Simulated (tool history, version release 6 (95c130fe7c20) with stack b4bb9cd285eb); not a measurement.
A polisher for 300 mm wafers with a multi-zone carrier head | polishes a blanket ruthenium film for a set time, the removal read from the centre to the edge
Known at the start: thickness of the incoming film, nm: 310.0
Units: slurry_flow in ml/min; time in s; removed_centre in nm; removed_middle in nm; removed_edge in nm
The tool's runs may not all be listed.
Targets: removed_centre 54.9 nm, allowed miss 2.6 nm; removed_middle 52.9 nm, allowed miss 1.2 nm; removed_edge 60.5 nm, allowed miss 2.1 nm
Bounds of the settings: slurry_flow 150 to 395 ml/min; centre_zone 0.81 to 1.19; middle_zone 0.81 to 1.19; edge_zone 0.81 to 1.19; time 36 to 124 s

run	hour	slurry_flow	centre_zone	middle_zone	edge_zone	time	removed_centre	removed_middle	removed_edge
1	0	250	1	1	1	79	59.983	58.9	58.673
2	3.9	245	0.99	0.99	1.01	79	58.59	58.225	58.814
3	10.2	245	0.99	0.99	0.93	79	58.739	58.696	57.144
4	18.4	245	0.99	0.99	0.85	79	58.968	58.324	54.969
5	26.1	210	0.99	0.99	0.85	79	58.172	57.56	53.044
6	34.9	210	0.99	0.99	0.81	79	57.26	56.502	53.204
7	36.5	210	0.98	0.97	0.84	80	56.546	57.288	53.173
8	42	220	0.98	0.95	0.88	80	58.118	56.234	55.584
9	43.6	220	0.97	0.94	0.89	80	58.602	56.499	56.111
10	51.2	220	0.96	0.93	0.91	80	56.809	55.506	56.841
11	59.5	220	0.95	0.92	0.92	80	56.759	54.522	56.745
12	67.9	220	0.94	0.91	0.93	80	56.674	54.199	57.961
13	72.3	220	0.93	0.91	0.93	80	54.62	54.797	57.815
14	73	220	0.93	0.9	0.94	80	54.627	54.436	58.037
15	78.3	220	0.93	0.9	0.94	80	54.682	53.995	58.171
16	83.5	220	0.93	0.9	0.94	80	54.4	54.111	56.654
17	85.9	220	0.93	0.89	0.95	80	55.177	53.284	57.426
18	90.3	220	0.93	0.89	0.96	80	54.148	54.066	58.149

5 next moves are on the table. One of them brings every result within its allowed miss. Which?
A	94.7	215	0.96	0.92	0.95	77	?	?	?
B	94.7	240	1.02	0.81	0.99	81	?	?	?
C	94.7	235	1.04	0.82	1	81	?	?	?
D	94.7	210	0.89	0.83	0.94	84	?	?	?
E	94.7	230	1	0.84	0.95	83	?	?	?

move	removed_centre	removed_middle	removed_edge
A	52.639	52.577	55.655
B	59.853	50.569	60.503
C	60.847	50.926	60.659
D	52.955	52.513	60.323
E	59.743	53.079	60.501
A: further off than the last run
B: brings the result that was furthest off to its target, and leaves another outside
C: brings the result that was furthest off to its target, and leaves another outside
D: meets every target
E: brings the result that was furthest off to its target, and leaves another outside
Answer: D
